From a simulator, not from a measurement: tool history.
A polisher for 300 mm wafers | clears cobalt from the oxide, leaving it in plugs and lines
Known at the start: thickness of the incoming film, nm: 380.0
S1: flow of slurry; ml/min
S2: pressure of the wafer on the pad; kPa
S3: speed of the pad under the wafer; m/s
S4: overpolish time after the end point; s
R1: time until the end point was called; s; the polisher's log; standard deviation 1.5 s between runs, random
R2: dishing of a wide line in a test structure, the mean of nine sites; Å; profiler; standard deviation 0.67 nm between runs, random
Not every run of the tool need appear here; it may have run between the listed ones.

run 1 hour=0.0 | S1=265 S2=15.9 S3=1.12 S4=19 | R1=69.381 R2=534.75
run 2 hour=3.4 | S1=265 S2=15.2 S3=1.12 S4=16 | R1=72.431 R2=487.31
run 3 hour=7.7 | S1=235 S2=15.2 S3=1.12 S4=16 | R1=75.041 R2=492.56
run 4 hour=9.3 | S1=235 S2=15.2 S3=1.12 S4=12 | R1=74.792 R2=416.07
run 5 hour=17.7 | S1=235 S2=17.2 S3=1.12 S4=12 | R1=66.809 R2=450.58
run 6 hour=23.6 | S1=235 S2=17.2 S3=1.12 S4=8 | R1=67.471 R2=340.94
run 7 hour=30.1 | S1=230 S2=15.9 S3=1.12 S4=8 | R1=74.065 R2=332.40
run 8 hour=39.1 | S1=230 S2=11.7 S3=1.10 S4=15 | R1=90.596 R2=423.05

The next listed run, before its measurement:
run 9 hour=40.1 | S1=230 S2=11.7 S3=1.10 S4=14 | R1=? R2=?

Logged for run 9: R1 89.775 s, R2 421.54 Å.
